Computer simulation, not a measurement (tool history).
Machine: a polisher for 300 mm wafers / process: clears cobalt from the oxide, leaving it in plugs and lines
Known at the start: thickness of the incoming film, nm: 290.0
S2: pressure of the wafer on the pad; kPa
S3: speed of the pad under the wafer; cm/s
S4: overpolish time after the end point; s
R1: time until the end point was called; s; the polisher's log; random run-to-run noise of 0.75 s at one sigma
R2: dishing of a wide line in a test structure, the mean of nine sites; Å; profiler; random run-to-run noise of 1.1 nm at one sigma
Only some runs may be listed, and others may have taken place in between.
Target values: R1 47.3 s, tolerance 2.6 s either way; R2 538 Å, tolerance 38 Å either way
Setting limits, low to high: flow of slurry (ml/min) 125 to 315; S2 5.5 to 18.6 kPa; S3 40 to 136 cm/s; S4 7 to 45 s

Run 1, hour 0: flow of slurry (ml/min) 205, S2 11.7 kPa, S3 88 cm/s, S4 23 s. Result: R1 82.161 s, R2 441.32 Å.
Run 2, hour 1: flow of slurry (ml/min) 205, S2 12.4 kPa, S3 88 cm/s, S4 23 s. Result: R1 78.614 s, R2 444.2 Å.
Run 3, hour 2.7: flow of slurry (ml/min) 205, S2 13.1 kPa, S3 88 cm/s, S4 23 s. Result: R1 74.863 s, R2 458.1 Å.
Run 4, hour 11.6: flow of slurry (ml/min) 205, S2 13.1 kPa, S3 88 cm/s, S4 20 s. Result: R1 76.155 s, R2 431.34 Å.
Run 5, hour 18.1: flow of slurry (ml/min) 205, S2 13.1 kPa, S3 74 cm/s, S4 20 s. Result: R1 86.13 s, R2 411.62 Å.
Run 6, hour 21.7: flow of slurry (ml/min) 230, S2 13.1 kPa, S3 74 cm/s, S4 20 s. Result: R1 84.497 s, R2 412.81 Å.
Run 7, hour 22.4: flow of slurry (ml/min) 235, S2 16.5 kPa, S3 86 cm/s, S4 20 s. Result: R1 59.458 s, R2 465.11 Å.
Run 8, hour 29: flow of slurry (ml/min) 235, S2 16.5 kPa, S3 88 cm/s, S4 21 s. Result: R1 59.419 s, R2 471.12 Å.
Run 9, hour 36.1: flow of slurry (ml/min) 235, S2 16.5 kPa, S3 90 cm/s, S4 21 s. Result: R1 57.276 s, R2 489.49 Å.
Run 10, hour 37.5: flow of slurry (ml/min) 235, S2 17.9 kPa, S3 94 cm/s, S4 22 s. Result: R1 50.296 s, R2 497.98 Å.
Run 11, hour 38.4: flow of slurry (ml/min) 235, S2 17.9 kPa, S3 94 cm/s, S4 23 s. Result: R1 49.589 s, R2 506.51 Å.
Run 12, hour 46.4: flow of slurry (ml/min) 235, S2 17.9 kPa, S3 94 cm/s, S4 24 s. Result: R1 51.594 s, R2 510.09 Å.

4 next moves are on the table. One of them brings every result within its allowed miss. Which?
Run A, hour 54.4: flow of slurry (ml/min) 285, S2 18.6 kPa, S3 78 cm/s, S4 20 s. Result: R1 ?, R2 ?.
Run B, hour 54.4: flow of slurry (ml/min) 185, S2 17.9 kPa, S3 106 cm/s, S4 28 s. Result: R1 ?, R2 ?.
Run C, hour 54.4: flow of slurry (ml/min) 190, S2 16.5 kPa, S3 96 cm/s, S4 38 s. Result: R1 ?, R2 ?.
Run D, hour 54.4: flow of slurry (ml/min) 240, S2 18.6 kPa, S3 88 cm/s, S4 17 s. Result: R1 ?, R2 ?.

move      R1      R2
   A  56.411  471.82
   B  46.237  539.38
   C  54.574  550.35
   D  51.419  459.13
A: further off than the last run
B: all results land within tolerance of their targets
C: further off than the last run
D: further off than the last run
Move B is the one to make.

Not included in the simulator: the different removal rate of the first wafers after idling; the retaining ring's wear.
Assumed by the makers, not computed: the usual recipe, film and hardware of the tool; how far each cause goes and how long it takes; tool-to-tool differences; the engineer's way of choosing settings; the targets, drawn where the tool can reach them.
